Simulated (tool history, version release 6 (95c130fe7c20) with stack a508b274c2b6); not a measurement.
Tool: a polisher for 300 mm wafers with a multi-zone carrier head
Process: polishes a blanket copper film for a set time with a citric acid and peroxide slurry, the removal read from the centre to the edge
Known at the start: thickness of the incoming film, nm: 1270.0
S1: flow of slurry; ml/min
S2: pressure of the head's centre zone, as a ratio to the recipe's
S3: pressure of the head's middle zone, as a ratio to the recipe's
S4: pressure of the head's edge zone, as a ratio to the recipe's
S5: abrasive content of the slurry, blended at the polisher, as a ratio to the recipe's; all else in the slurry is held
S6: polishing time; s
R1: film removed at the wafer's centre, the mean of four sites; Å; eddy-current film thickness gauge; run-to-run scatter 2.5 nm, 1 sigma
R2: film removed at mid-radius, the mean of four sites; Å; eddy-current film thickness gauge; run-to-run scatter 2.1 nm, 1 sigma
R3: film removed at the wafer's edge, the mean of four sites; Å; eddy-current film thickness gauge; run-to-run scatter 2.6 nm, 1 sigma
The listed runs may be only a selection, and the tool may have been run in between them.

run,hour,S1,S2,S3,S4,S5,S6,R1,R2,R3
1,0.0,295,1.00,1.00,1.00,1.00,59,1507.5,1476.9,1493.2
2,1.1,295,1.00,1.00,1.09,1.00,59,1455.6,1426.8,1566.9
3,4.9,295,1.05,1.00,1.09,1.00,59,1570.9,1453.1,1519.9
4,13.2,295,1.05,1.00,1.09,1.00,50,1338.0,1252.0,1340.9
5,14.3,295,1.05,1.00,1.09,1.00,64,1665.0,1624.6,1669.8
6,22.3,295,1.05,1.00,1.13,1.00,64,1694.0,1577.3,1686.5
7,23.1,295,1.06,1.00,1.14,1.05,64,1761.5,1623.9,1714.8
8,28.9,295,1.06,1.00,1.15,1.10,64,1796.3,1655.5,1731.0
9,30.7,295,1.06,0.99,1.16,1.15,64,1832.4,1661.9,1791.1
10,33.0,295,1.07,0.99,1.16,1.15,64,1837.1,1648.3,1748.0
# hour 38.9: slurry nozzle cleaned
11,38.9,295,1.07,0.99,1.16,1.15,64,1912.9,1695.0,1813.0

Forecast run 12:
12,42.3,300,1.08,1.00,1.17,1.20,64,?,?,?

R1: 1903.2 Å
R2: 1741.6 Å
R3: 1836.1 Å
